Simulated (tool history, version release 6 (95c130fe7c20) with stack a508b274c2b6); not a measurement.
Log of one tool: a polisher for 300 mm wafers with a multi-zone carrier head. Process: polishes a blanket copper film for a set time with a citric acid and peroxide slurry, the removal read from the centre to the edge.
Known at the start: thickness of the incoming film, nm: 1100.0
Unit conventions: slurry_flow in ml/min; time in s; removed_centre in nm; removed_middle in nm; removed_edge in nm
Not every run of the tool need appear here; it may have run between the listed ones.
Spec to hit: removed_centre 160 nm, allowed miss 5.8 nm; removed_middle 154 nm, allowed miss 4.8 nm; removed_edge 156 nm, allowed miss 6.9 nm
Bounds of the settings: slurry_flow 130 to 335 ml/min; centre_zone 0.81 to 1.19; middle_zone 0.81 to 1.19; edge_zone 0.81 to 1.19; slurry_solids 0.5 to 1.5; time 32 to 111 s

run	hour	slurry_flow	centre_zone	middle_zone	edge_zone	slurry_solids	time	removed_centre	removed_middle	removed_edge
1	0	215	1	1	1	1	71	114.79	120.18	119.07
2	2.4	215	1	1	0.93	1	71	118.49	121.26	118.59
3	7.9	215	0.95	1	0.93	1	71	114.5	121.12	116.24
4	11	245	0.95	1	0.93	1	71	113.73	122.32	116.66
5	16.1	245	0.95	1	0.93	1	63	103.43	109.01	103.48
6	17.2	270	0.95	1	0.93	1	63	102.41	108.94	104.41
7	25	270	1	1	0.94	1.15	69	120.25	120.64	117.62
8	30.7	280	1.1	1.09	1.04	1.4	80	151.92	158.39	149.41

Below are 4 possible settings for the next run. Only one of them brings all results inside the allowed miss of their targets. Which is it?
A	36.4	270	1.09	1.12	0.96	1.4	85	?	?	?
B	36.4	260	1.04	1.14	1.12	1.5	80	?	?	?
C	36.4	280	0.94	1.09	1.14	1.5	79	?	?	?
D	36.4	290	1.14	1.03	1.08	1.4	82	?	?	?

move	removed_centre	removed_middle	removed_edge
A	161.33	172.21	150.89
B	147.59	165.67	154.33
C	136.43	158.6	154.73
D	162.08	155.65	155.14
A: brings the last run's worst result on target, with another outside its allowed miss
B: the biggest miss grows against the last run
C: the biggest miss grows against the last run
D: hits every target within its allowed miss
The move that meets every target is D.

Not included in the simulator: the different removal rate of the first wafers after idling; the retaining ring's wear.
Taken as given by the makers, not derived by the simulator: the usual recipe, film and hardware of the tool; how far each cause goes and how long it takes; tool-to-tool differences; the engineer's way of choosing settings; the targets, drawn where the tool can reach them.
